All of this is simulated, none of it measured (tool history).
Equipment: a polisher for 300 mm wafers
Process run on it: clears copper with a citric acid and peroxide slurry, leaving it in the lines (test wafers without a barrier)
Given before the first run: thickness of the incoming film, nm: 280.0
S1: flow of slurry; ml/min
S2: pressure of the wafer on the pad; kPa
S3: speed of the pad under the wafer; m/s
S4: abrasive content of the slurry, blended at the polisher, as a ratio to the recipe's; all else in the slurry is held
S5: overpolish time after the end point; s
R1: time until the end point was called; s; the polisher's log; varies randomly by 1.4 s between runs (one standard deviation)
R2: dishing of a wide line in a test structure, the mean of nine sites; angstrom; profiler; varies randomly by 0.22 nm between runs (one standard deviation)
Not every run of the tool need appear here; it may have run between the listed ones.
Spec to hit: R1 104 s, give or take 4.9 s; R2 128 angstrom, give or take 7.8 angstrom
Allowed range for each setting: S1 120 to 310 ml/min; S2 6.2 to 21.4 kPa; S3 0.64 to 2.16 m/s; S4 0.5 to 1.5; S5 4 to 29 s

run  hour   S1    S2    S3   S4  S5      R1      R2
  1     0  200  13.8   1.4    1  15  156.17  141.88
  2   1.8  165  13.8   1.4    1  15  162.98  146.29
  3   8.7  175  14.5   1.4    1  14  157.53  143.91
  4    14  175  13.1   1.4    1  14  166.37  132.64
  5  16.1  175  13.1   1.4  1.2  14  158.75  141.45
  6  17.6  175  15.2   1.4  1.2  14  146.24  154.04
  7  25.9  180  15.9  1.42  1.2  13  140.48   146.2
  8  31.4  185  16.5  1.44  1.2  12  131.66  142.29
  9    35  190  17.2  1.44  1.2  12  130.53   146.2
 10  38.1  190  17.9  1.46  1.2  11  124.76  145.13
     40.7  -- slurry nozzle cleaned
 11  40.7  195  18.6  1.46  1.2  10  114.05  142.03
 12  49.5  200  18.6  1.46  1.2  10   113.9  138.95
 13  55.1  205  18.6  1.46  1.2  10  114.93  142.41
 14  63.8  215  19.3  1.48  1.2   8  110.53   125.5

Consider the 5 candidate settings below. Which is the only one whose results all fall within their allowed miss of target?
  A  72.5  230  21.4   1.3  1.15   9   ?   ?
  B  72.5  180  19.3  1.38  1.25   9   ?   ?
  C  72.5  175  18.6  1.42   1.1   8   ?   ?
  D  72.5  265  19.3   1.4  1.15   9   ?   ?
  E  72.5  145  21.4  1.52  1.25   8   ?   ?

move      R1      R2
   A  116.23  130.21
   B  118.24  128.42
   C  122.09  114.85
   D  114.21  131.67
   E  103.38  130.06
A: lands further from the targets than the last run did
B: lands further from the targets than the last run did
C: lands further from the targets than the last run did
D: lands further from the targets than the last run did
E: all results land within tolerance of their targets
E is the move that brings every result within its allowed miss.

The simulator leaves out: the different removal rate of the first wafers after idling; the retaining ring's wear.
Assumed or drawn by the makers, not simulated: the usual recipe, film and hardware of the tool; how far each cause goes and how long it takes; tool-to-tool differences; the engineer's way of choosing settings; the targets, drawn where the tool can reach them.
